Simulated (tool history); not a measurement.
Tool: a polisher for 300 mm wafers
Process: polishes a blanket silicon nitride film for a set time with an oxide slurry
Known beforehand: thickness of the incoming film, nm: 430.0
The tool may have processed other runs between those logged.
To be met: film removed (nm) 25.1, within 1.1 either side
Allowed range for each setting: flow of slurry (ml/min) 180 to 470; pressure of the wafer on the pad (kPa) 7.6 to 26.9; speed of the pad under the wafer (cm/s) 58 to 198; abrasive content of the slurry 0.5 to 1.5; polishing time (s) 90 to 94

run  hour  flow of slurry (ml/min)  pressure of the wafer on the pad (kPa)  speed of the pad under the wafer (cm/s)  abrasive content of the slurry  polishing time (s)  film removed (nm)
  1     0                      300                                    17.2                                      128                               1                  90             38.102
  2   7.8                      300                                    17.2                                      128                             0.9                  90             36.918
  3   9.4                      300                                    17.2                                      128                             0.9                  94             38.624
  4  11.9                      300                                    15.2                                      126                             0.9                  94              33.54
  5  17.2                      300                                    18.6                                      126                             0.9                  94             42.219
  6  26.1                      300                                    18.6                                      104                             0.9                  94             35.514
  7  26.8                      300                                    17.2                                      104                             0.9                  94             32.178
  8  32.1                      300                                    16.5                                      104                             0.9                  94             31.193
     34.4  -- slurry nozzle cleaned
  9  34.4                      300                                    15.9                                      104                             0.9                  94             31.676
 10  38.1                      300                                      11                                      100                             0.9                  94             22.251
 11  44.5                      300                                    11.7                                      100                             0.9                  94             23.154

Of the 5 settings listed for the next run, only one would bring every result within its allowed miss of target. Which one?
  A  50.9                      395                                      11                                      100                            0.95                  91                  ?
  B  50.9                      275                                    13.1                                       86                            0.95                  94                  ?
  C  50.9                      275                                    11.7                                      100                             0.9                  94                  ?
  D  50.9                      265                                    13.1                                      102                            0.85                  93                  ?
  E  50.9                      390                                    13.8                                       78                            0.95                  90                  ?

move  film removed (nm)
   A             21.945
   B             22.928
   C             22.706
   D             24.645
   E             22.014
A: the biggest miss grows against the last run
B: the biggest miss grows against the last run
C: the biggest miss grows against the last run
D: all results land within tolerance of their targets
E: the biggest miss grows against the last run
D is the move that brings every result within its allowed miss.
